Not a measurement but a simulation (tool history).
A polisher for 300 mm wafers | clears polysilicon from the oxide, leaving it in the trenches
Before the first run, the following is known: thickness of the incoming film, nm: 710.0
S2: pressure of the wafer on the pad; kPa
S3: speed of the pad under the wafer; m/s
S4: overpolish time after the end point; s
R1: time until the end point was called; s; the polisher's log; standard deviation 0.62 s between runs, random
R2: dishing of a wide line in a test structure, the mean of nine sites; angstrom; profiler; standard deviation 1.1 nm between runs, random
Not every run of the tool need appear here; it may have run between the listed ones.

run 1 day=0.000 | flow_of_slurry_(ml/min)=250 S2=21.4 S3=0.96 S4=18 | R1=45.628 R2=599.85
run 2 day=0.121 | flow_of_slurry_(ml/min)=250 S2=21.4 S3=1.18 S4=18 | R1=38.289 R2=597.83
run 3 day=0.358 | flow_of_slurry_(ml/min)=250 S2=21.4 S3=1.30 S4=18 | R1=35.066 R2=600.44
run 4 day=0.546 | flow_of_slurry_(ml/min)=300 S2=21.4 S3=1.30 S4=18 | R1=35.212 R2=603.69
run 5 day=0.675 | flow_of_slurry_(ml/min)=350 S2=21.4 S3=1.30 S4=18 | R1=34.710 R2=571.56
-- day=0.858 worn pad replaced by a new one
run 6 day=0.858 | flow_of_slurry_(ml/min)=350 S2=21.4 S3=1.30 S4=10 | R1=31.205 R2=596.33
run 7 day=1.096 | flow_of_slurry_(ml/min)=330 S2=15.2 S3=1.22 S4=5 | R1=43.396 R2=426.65
run 8 day=1.254 | flow_of_slurry_(ml/min)=330 S2=15.9 S3=1.18 S4=8 | R1=43.221 R2=502.77

Forecast run 9:
run 9 day=1.342 | flow_of_slurry_(ml/min)=335 S2=15.9 S3=1.16 S4=9 | R1=? R2=?

{"run 9": {"R1": 44.795, "R2": 539.05}}
